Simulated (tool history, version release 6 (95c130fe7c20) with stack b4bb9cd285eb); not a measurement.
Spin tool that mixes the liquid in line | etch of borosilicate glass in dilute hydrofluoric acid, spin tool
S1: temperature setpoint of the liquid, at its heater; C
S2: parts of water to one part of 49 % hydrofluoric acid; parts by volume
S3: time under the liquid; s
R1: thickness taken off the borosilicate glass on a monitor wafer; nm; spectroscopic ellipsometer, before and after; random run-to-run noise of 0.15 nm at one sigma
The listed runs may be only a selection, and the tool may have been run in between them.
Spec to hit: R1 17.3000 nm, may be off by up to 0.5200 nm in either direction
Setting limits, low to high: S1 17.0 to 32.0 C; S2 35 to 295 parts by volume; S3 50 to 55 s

Run 1, hour 0.0: S1 24.0 C, S2 165 parts by volume, S3 50 s. Result: R1 9.3579 nm.
Run 2, hour 4.3: S1 25.0 C, S2 160 parts by volume, S3 50 s. Result: R1 10.0950 nm.
Run 3, hour 6.4: S1 25.0 C, S2 180 parts by volume, S3 50 s. Result: R1 8.7937 nm.
Run 4, hour 11.7: S1 23.0 C, S2 180 parts by volume, S3 50 s. Result: R1 8.1772 nm.
Run 5, hour 18.1: S1 24.0 C, S2 170 parts by volume, S3 50 s. Result: R1 9.0155 nm.
Run 6, hour 26.9: S1 25.0 C, S2 160 parts by volume, S3 50 s. Result: R1 10.0620 nm.
Run 7, hour 27.7: S1 29.0 C, S2 110 parts by volume, S3 50 s. Result: R1 18.4690 nm.
Run 8, hour 34.2: S1 28.5 C, S2 110 parts by volume, S3 50 s. Result: R1 17.8880 nm.

4 next moves are on the table. One of them brings every result within its allowed miss. Which?
Run A, hour 40.7: S1 30.0 C, S2 120 parts by volume, S3 50 s. Result: R1 ?.
Run B, hour 40.7: S1 27.5 C, S2 115 parts by volume, S3 50 s. Result: R1 ?.
Run C, hour 40.7: S1 27.5 C, S2 125 parts by volume, S3 55 s. Result: R1 ?.
Run D, hour 40.7: S1 27.0 C, S2 100 parts by volume, S3 50 s. Result: R1 ?.

move       R1
   A  17.0120
   B  16.2760
   C  16.2600
   D  18.7280
A: all results land within tolerance of their targets
B: carries the result that was furthest off beyond its target, to the other side
C: carries the result that was furthest off beyond its target, to the other side
D: moves away from the targets compared with the last run
The move that meets every target is A.

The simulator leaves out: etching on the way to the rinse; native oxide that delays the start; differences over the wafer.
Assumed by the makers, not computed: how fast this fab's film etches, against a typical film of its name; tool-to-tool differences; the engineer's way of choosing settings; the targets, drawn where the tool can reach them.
